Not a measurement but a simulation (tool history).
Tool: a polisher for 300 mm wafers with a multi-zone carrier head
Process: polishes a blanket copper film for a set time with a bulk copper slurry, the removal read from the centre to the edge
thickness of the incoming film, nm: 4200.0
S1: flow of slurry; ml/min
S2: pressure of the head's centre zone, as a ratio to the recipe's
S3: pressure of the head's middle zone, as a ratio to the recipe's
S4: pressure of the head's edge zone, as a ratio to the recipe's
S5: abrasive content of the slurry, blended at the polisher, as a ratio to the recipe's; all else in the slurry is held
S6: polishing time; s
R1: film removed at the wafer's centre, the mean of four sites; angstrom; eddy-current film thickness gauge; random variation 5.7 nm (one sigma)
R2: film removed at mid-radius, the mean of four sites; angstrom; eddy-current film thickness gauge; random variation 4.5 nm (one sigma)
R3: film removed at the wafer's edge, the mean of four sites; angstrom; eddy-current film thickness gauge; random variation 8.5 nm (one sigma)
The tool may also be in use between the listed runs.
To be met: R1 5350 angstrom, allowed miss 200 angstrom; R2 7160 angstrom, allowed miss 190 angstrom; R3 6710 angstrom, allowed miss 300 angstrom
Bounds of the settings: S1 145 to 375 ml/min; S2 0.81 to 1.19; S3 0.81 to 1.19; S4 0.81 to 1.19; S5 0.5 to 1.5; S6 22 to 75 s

run    day   S1    S2    S3    S4    S5  S6      R1      R2      R3
  1      0  240     1     1     1     1  48  6062.6  6097.6  6005.1
  2   0.35  245  0.97  1.02  1.02     1  48  5763.2  6156.8  6116.5
  3   0.55  255  0.96  1.05  1.03     1  48  5797.7  6368.6  6369.1
  4  0.804  260  0.94  1.07  1.02     1  48  5650.6  6420.2  6293.6
  5  0.896  265  0.93  1.09  1.02     1  48  5649.4  6539.4  6292.9
  6  1.162  265  0.93  1.09  1.02  1.15  48  5960.9  6735.4  6482.3
  7  1.533  265  0.91  1.11  1.02  1.15  48  5633.3  6868.4  6421.4
  8  1.875  265   0.9  1.12  1.03  1.15  48  5693.6  6887.1  6386.5
  9  2.125  205  0.81  1.19  1.13  1.25  48  4932.9  7233.5  6608.2
 10  2.433  205  0.81  1.19  1.13  1.25  48  4920.6  7144.7  6742.8
 11  2.679  230  0.89  1.18  1.11  1.25  48  5633.8    7114  6715.6

5 next moves are on the table. One of them brings every result within its allowed miss. Which?
  A  2.925  280  0.99  1.18  1.17  1.25  45   ?   ?   ?
  B  2.925  145  0.97  1.16  1.15  1.25  51   ?   ?   ?
  C  2.925  260  0.93  1.16  1.15  1.25  47   ?   ?   ?
  D  2.925  225  0.94  1.19  1.08  1.45  46   ?   ?   ?
  E  2.925  245  0.86  1.17  1.13  1.25  48   ?   ?   ?

move      R1      R2      R3
   A  5834.4  6956.6  6548.3
   B  5826.3  7066.6  6860.1
   C  5670.6    7105  6739.5
   D  5673.6  7201.7  6496.7
   E    5312  7263.4  6785.3
A: further off than the last run
B: further off than the last run
C: further off than the last run
D: further off than the last run
E: meets every target
Answer: E
